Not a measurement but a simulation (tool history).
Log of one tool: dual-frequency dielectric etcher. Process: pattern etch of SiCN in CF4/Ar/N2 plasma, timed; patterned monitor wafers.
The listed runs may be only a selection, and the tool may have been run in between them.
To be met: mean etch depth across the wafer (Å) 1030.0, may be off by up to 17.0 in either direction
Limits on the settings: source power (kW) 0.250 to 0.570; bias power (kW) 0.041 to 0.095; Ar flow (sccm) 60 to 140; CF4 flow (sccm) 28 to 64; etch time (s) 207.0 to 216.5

run	day	source power (kW)	bias power (kW)	Ar flow (sccm)	CF4 flow (sccm)	etch time (s)	mean etch depth across the wafer (Å)
1	0.000	0.410	0.068	100	46	207.0	1496.7
2	0.138	0.410	0.068	100	46	207.0	1505.4
3	0.404	0.380	0.066	101	46	207.0	1411.2
4	0.579	0.350	0.062	103	46	207.0	1302.2
5	0.788	0.330	0.060	104	46	207.0	1238.9
6	1.004	0.400	0.060	104	46	207.0	1403.4
7	1.121	0.370	0.058	105	46	207.0	1310.6
8	1.296	0.340	0.057	105	46	207.0	1244.8
9	1.417	0.320	0.056	106	46	207.0	1186.3
10	1.671	0.310	0.055	106	46	207.0	1149.4
11	1.750	0.300	0.055	106	46	207.0	1127.8
12	2.100	0.290	0.055	106	46	207.0	1104.8
13	2.429	0.280	0.055	106	46	207.0	1081.4
14	2.771	0.270	0.055	106	46	207.0	1060.7

Exercise: of the 4 proposed moves below, exactly one satisfies all targets within the stated allowed misses. Which move is it?
A	3.112	0.250	0.055	101	42	212.0	?
B	3.112	0.250	0.066	105	50	208.0	?
C	3.112	0.260	0.055	113	46	216.5	?
D	3.112	0.250	0.063	103	47	207.5	?

move	mean etch depth across the wafer (Å)
A	1036.1
B	1099.6
C	1070.5
D	1074.8
A: meets every target
B: moves away from the targets compared with the last run
C: moves away from the targets compared with the last run
D: moves away from the targets compared with the last run
The move that meets every target is A.
